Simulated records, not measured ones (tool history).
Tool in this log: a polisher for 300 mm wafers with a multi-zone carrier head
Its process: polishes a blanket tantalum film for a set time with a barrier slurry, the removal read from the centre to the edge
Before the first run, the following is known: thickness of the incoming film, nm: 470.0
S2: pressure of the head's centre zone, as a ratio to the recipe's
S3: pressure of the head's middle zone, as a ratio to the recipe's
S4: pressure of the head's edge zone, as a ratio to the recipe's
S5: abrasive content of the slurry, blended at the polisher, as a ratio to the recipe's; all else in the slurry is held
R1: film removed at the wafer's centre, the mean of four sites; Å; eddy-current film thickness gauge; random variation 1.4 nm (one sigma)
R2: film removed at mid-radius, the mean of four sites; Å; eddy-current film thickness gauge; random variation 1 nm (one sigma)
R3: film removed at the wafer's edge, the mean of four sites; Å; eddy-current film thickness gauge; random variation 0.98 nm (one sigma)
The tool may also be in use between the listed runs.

run 1 hour=0 | flow_of_slurry_(ml/min)=170 S2=1 S3=1 S4=1 S5=1 polishing_time_(s)=59 | R1=861.09 R2=860.46 R3=875.02
run 2 hour=2.7 | flow_of_slurry_(ml/min)=175 S2=1 S3=1 S4=1.03 S5=1.1 polishing_time_(s)=60 | R1=881.63 R2=905.2 R3=934.23
run 3 hour=6 | flow_of_slurry_(ml/min)=175 S2=1 S3=1 S4=1.08 S5=1.1 polishing_time_(s)=60 | R1=900.23 R2=901.97 R3=943.02
run 4 hour=13.3 | flow_of_slurry_(ml/min)=175 S2=1 S3=0.95 S4=1.08 S5=1.1 polishing_time_(s)=60 | R1=902.01 R2=864.59 R3=943.79
run 5 hour=17.4 | flow_of_slurry_(ml/min)=175 S2=1 S3=0.88 S4=1.08 S5=1.1 polishing_time_(s)=60 | R1=899.36 R2=799.49 R3=948.04
run 6 hour=21.5 | flow_of_slurry_(ml/min)=175 S2=1 S3=0.81 S4=1.08 S5=1.1 polishing_time_(s)=60 | R1=911.54 R2=760.6 R3=950.74
run 7 hour=25.9 | flow_of_slurry_(ml/min)=180 S2=1 S3=0.84 S4=1.09 S5=1.15 polishing_time_(s)=62 | R1=929.75 R2=827.52 R3=999.02
run 8 hour=34.8 | flow_of_slurry_(ml/min)=185 S2=1.02 S3=0.86 S4=1.1 S5=1.2 polishing_time_(s)=63 | R1=989.11 R2=856.96 R3=1019.8

What does the tool deliver on the next run?
run 9 hour=43 | flow_of_slurry_(ml/min)=225 S2=0.95 S3=0.96 S4=1.15 S5=1.45 polishing_time_(s)=73 | R1=? R2=? R3=?

Run 9 yielded R1 1111.9 Å, R2 1172.5 Å, R3 1264.6 Å.

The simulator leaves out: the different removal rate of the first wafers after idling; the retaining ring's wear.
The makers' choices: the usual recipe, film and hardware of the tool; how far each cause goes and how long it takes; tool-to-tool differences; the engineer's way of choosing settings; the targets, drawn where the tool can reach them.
